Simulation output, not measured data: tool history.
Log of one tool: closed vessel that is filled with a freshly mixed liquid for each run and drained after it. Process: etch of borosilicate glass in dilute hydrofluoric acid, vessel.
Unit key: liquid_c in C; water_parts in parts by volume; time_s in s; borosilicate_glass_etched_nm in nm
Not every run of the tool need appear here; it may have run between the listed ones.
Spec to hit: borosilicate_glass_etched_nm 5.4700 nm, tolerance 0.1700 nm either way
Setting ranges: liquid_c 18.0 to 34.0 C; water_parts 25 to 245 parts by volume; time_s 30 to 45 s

run 1 day=0.000 | liquid_c=26.0 water_parts=135 time_s=45 | borosilicate_glass_etched_nm=9.5337
run 2 day=0.138 | liquid_c=29.5 water_parts=135 time_s=45 | borosilicate_glass_etched_nm=10.7640
run 3 day=0.433 | liquid_c=27.5 water_parts=135 time_s=45 | borosilicate_glass_etched_nm=10.0150
run 4 day=0.658 | liquid_c=26.0 water_parts=140 time_s=45 | borosilicate_glass_etched_nm=9.0447
run 5 day=0.783 | liquid_c=25.0 water_parts=145 time_s=45 | borosilicate_glass_etched_nm=8.3334
run 6 day=0.821 | liquid_c=27.5 water_parts=145 time_s=45 | borosilicate_glass_etched_nm=9.2931
run 7 day=1.179 | liquid_c=26.0 water_parts=150 time_s=45 | borosilicate_glass_etched_nm=8.4274
run 8 day=1.433 | liquid_c=25.0 water_parts=155 time_s=45 | borosilicate_glass_etched_nm=7.8141
run 9 day=1.696 | liquid_c=25.0 water_parts=155 time_s=45 | borosilicate_glass_etched_nm=7.7366
run 10 day=1.925 | liquid_c=24.0 water_parts=155 time_s=45 | borosilicate_glass_etched_nm=7.4091
run 11 day=2.233 | liquid_c=23.0 water_parts=155 time_s=45 | borosilicate_glass_etched_nm=7.2930
run 12 day=2.529 | liquid_c=22.5 water_parts=160 time_s=45 | borosilicate_glass_etched_nm=6.8841
run 13 day=2.854 | liquid_c=22.0 water_parts=160 time_s=45 | borosilicate_glass_etched_nm=6.7067
run 14 day=2.962 | liquid_c=21.5 water_parts=160 time_s=45 | borosilicate_glass_etched_nm=6.5434
run 15 day=3.267 | liquid_c=21.0 water_parts=160 time_s=45 | borosilicate_glass_etched_nm=6.4048
run 16 day=3.496 | liquid_c=20.5 water_parts=160 time_s=45 | borosilicate_glass_etched_nm=6.3168

Next run, 5 choices. One meets every target within its allowed miss, the rest don't. Which?
run A day=3.725 | liquid_c=23.5 water_parts=140 time_s=30 | borosilicate_glass_etched_nm=?
run B day=3.725 | liquid_c=21.0 water_parts=180 time_s=40 | borosilicate_glass_etched_nm=?
run C day=3.725 | liquid_c=24.0 water_parts=215 time_s=45 | borosilicate_glass_etched_nm=?
run D day=3.725 | liquid_c=19.0 water_parts=130 time_s=45 | borosilicate_glass_etched_nm=?
run E day=3.725 | liquid_c=20.5 water_parts=195 time_s=45 | borosilicate_glass_etched_nm=?

move=A borosilicate_glass_etched_nm=5.5746
move=B borosilicate_glass_etched_nm=5.0257
move=C borosilicate_glass_etched_nm=5.1094
move=D borosilicate_glass_etched_nm=7.6153
move=E borosilicate_glass_etched_nm=5.0420
A: all results in spec
B: pushes the last run's worst result past its target
C: pushes the last run's worst result past its target
D: further off than the last run
E: pushes the last run's worst result past its target
The move that meets every target is A.

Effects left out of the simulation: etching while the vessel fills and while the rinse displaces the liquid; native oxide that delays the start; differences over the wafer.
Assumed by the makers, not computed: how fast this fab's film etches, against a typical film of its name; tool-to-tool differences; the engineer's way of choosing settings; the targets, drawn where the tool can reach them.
